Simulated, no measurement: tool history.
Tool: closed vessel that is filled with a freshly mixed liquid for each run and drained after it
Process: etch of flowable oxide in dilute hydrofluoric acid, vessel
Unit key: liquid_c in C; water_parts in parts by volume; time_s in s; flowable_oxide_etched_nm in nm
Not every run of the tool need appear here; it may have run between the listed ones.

run 1 hour=0.0 | liquid_c=24.0 water_parts=275 time_s=245 | flowable_oxide_etched_nm=37.194
run 2 hour=7.5 | liquid_c=24.0 water_parts=215 time_s=245 | flowable_oxide_etched_nm=50.168
run 3 hour=13.9 | liquid_c=22.5 water_parts=215 time_s=245 | flowable_oxide_etched_nm=47.559
run 4 hour=16.5 | liquid_c=23.5 water_parts=215 time_s=245 | flowable_oxide_etched_nm=49.395
run 5 hour=18.2 | liquid_c=24.5 water_parts=215 time_s=245 | flowable_oxide_etched_nm=51.483
run 6 hour=26.3 | liquid_c=24.5 water_parts=215 time_s=245 | flowable_oxide_etched_nm=51.583
run 7 hour=33.1 | liquid_c=25.0 water_parts=215 time_s=245 | flowable_oxide_etched_nm=52.433
run 8 hour=39.8 | liquid_c=25.5 water_parts=215 time_s=245 | flowable_oxide_etched_nm=53.505
run 9 hour=40.6 | liquid_c=26.0 water_parts=215 time_s=245 | flowable_oxide_etched_nm=54.330

What does the tool deliver on the next run?
run 10 hour=43.5 | liquid_c=26.5 water_parts=215 time_s=245 | flowable_oxide_etched_nm=?

Run 10 measured flowable_oxide_etched_nm 55.058 nm.
